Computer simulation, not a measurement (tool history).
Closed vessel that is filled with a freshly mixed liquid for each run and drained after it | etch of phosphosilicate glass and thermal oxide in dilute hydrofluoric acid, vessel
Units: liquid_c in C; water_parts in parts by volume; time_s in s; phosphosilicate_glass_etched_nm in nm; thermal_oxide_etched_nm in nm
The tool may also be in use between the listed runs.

run	day	liquid_c	water_parts	time_s	phosphosilicate_glass_etched_nm	thermal_oxide_etched_nm
1	0.000	23.0	140	60	45.500	1.9984
2	0.125	21.5	140	60	43.565	1.9975
3	0.146	23.0	140	60	46.346	2.0770
4	0.233	25.5	140	60	50.962	2.3364
5	0.567	23.0	140	60	46.308	2.0328
6	0.733	25.0	140	60	50.136	2.2739
7	0.921	23.0	140	60	46.463	2.0910

Forecast run 8:
8	1.112	19.0	145	60	?	?

Run 8 yielded phosphosilicate_glass_etched_nm 37.445 nm, thermal_oxide_etched_nm 1.6853 nm.
